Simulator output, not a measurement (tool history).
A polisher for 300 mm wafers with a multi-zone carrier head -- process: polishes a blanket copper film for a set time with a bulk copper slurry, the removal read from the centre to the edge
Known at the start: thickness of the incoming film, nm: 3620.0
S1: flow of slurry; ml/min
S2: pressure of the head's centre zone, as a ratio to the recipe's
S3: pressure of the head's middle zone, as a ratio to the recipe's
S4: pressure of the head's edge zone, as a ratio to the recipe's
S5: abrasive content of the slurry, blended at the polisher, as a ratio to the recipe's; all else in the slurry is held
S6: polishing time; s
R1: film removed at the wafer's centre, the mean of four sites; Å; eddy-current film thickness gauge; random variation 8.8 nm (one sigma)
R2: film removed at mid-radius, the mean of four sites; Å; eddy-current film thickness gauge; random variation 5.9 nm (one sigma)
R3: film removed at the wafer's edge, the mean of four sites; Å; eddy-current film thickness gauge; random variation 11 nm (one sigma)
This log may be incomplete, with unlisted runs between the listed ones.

{"run": 1, "day": 0.0, "S1": 250, "S2": 1, "S3": 1, "S4": 1, "S5": 1, "S6": 86, "R1": 8160.2, "R2": 8286.4, "R3": 8319.6}
{"run": 2, "day": 0.283, "S1": 265, "S2": 1.04, "S3": 1.01, "S4": 1.02, "S5": 1.05, "S6": 86, "R1": 8724.2, "R2": 8446.8, "R3": 8364.6}
{"run": 3, "day": 0.558, "S1": 265, "S2": 1.04, "S3": 1.01, "S4": 1.02, "S5": 1.05, "S6": 74, "R1": 7426.5, "R2": 7321.9, "R3": 7351.8}
{"run": 4, "day": 0.771, "S1": 265, "S2": 0.98, "S3": 1.01, "S4": 1.02, "S5": 1.05, "S6": 74, "R1": 6920.9, "R2": 7198.3, "R3": 7291.4}
{"run": 5, "day": 0.992, "S1": 290, "S2": 0.98, "S3": 1.01, "S4": 1.02, "S5": 1.05, "S6": 74, "R1": 7070.5, "R2": 7338.5, "R3": 7243.3}
{"run": 6, "day": 1.062, "S1": 255, "S2": 0.98, "S3": 1.01, "S4": 1.02, "S5": 1.05, "S6": 74, "R1": 6979.4, "R2": 7236.3, "R3": 7028.8}
{"run": 7, "day": 1.346, "S1": 265, "S2": 1.03, "S3": 1.01, "S4": 1.02, "S5": 1.15, "S6": 76, "R1": 7751, "R2": 7666.1, "R3": 7578}
{"run": 8, "day": 1.538, "S1": 275, "S2": 1.06, "S3": 1.01, "S4": 1.04, "S5": 1.25, "S6": 77, "R1": 8255.9, "R2": 7828.4, "R3": 8111.3}

Predict the results of run 9:
{"run": 9, "day": 1.9, "S1": 290, "S2": 1.09, "S3": 1.02, "S4": 1.03, "S5": 1.3, "S6": 78, "R1": "?", "R2": "?", "R3": "?"}

{"run 9": {"R1": 8589.4, "R2": 8181.4, "R3": 8053}}
